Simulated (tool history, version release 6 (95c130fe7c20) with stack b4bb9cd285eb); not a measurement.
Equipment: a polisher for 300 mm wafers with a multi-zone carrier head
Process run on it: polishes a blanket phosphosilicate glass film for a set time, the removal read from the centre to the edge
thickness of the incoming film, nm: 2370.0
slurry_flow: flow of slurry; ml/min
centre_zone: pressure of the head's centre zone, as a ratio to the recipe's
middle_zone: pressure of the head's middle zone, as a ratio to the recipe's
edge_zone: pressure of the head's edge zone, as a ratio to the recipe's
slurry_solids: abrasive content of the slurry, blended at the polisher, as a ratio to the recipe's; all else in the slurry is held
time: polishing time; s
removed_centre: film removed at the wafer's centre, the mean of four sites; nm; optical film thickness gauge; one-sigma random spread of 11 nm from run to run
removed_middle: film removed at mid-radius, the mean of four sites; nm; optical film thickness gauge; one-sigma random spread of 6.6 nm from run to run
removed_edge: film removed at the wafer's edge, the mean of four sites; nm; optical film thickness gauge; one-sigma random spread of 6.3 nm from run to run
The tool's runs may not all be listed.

{"run": 1, "day": 0.0, "slurry_flow": 235, "centre_zone": 1, "middle_zone": 1, "edge_zone": 1, "slurry_solids": 1, "time": 68, "removed_centre": 577.57, "removed_middle": 560.61, "removed_edge": 585.62}
{"run": 2, "day": 0.317, "slurry_flow": 235, "centre_zone": 1, "middle_zone": 1, "edge_zone": 1, "slurry_solids": 0.9, "time": 68, "removed_centre": 517.49, "removed_middle": 524.85, "removed_edge": 537.5}
{"run": 3, "day": 0.442, "slurry_flow": 235, "centre_zone": 1, "middle_zone": 1, "edge_zone": 0.95, "slurry_solids": 0.9, "time": 68, "removed_centre": 542.21, "removed_middle": 528.06, "removed_edge": 534.12}
{"run": 4, "day": 0.579, "slurry_flow": 235, "centre_zone": 1, "middle_zone": 1, "edge_zone": 0.95, "slurry_solids": 0.9, "time": 53, "removed_centre": 418.83, "removed_middle": 416.7, "removed_edge": 412.7}
{"run": 5, "day": 0.775, "slurry_flow": 235, "centre_zone": 1, "middle_zone": 1.06, "edge_zone": 0.95, "slurry_solids": 0.9, "time": 53, "removed_centre": 409.18, "removed_middle": 428.36, "removed_edge": 407.53}
{"run": 6, "day": 1.029, "slurry_flow": 245, "centre_zone": 1.03, "middle_zone": 1.08, "edge_zone": 0.96, "slurry_solids": 1.05, "time": 55, "removed_centre": 496.76, "removed_middle": 499.88, "removed_edge": 482.64}
{"run": 7, "day": 1.238, "slurry_flow": 260, "centre_zone": 1.06, "middle_zone": 1.1, "edge_zone": 0.97, "slurry_solids": 1.15, "time": 55, "removed_centre": 538.58, "removed_middle": 550.05, "removed_edge": 510.27}
{"run": 8, "day": 1.288, "slurry_flow": 265, "centre_zone": 1.09, "middle_zone": 1.09, "edge_zone": 0.99, "slurry_solids": 1.25, "time": 56, "removed_centre": 587.1, "removed_middle": 587.47, "removed_edge": 554.86}
{"run": 9, "day": 1.425, "slurry_flow": 270, "centre_zone": 1.11, "middle_zone": 1.08, "edge_zone": 0.99, "slurry_solids": 1.3, "time": 57, "removed_centre": 620.5, "removed_middle": 590.15, "removed_edge": 567.09}
{"run": 10, "day": 1.65, "slurry_flow": 275, "centre_zone": 1.13, "middle_zone": 1.09, "edge_zone": 1, "slurry_solids": 1.35, "time": 58, "removed_centre": 644.11, "removed_middle": 622.3, "removed_edge": 584.78}

The next listed run, before its measurement:
{"run": 11, "day": 1.858, "slurry_flow": 295, "centre_zone": 1.19, "middle_zone": 1.04, "edge_zone": 1.02, "slurry_solids": 1.5, "time": 66, "removed_centre": "?", "removed_middle": "?", "removed_edge": "?"}

Run 11 gave removed_centre 826.8 nm, removed_middle 723.29 nm, removed_edge 714.97 nm.

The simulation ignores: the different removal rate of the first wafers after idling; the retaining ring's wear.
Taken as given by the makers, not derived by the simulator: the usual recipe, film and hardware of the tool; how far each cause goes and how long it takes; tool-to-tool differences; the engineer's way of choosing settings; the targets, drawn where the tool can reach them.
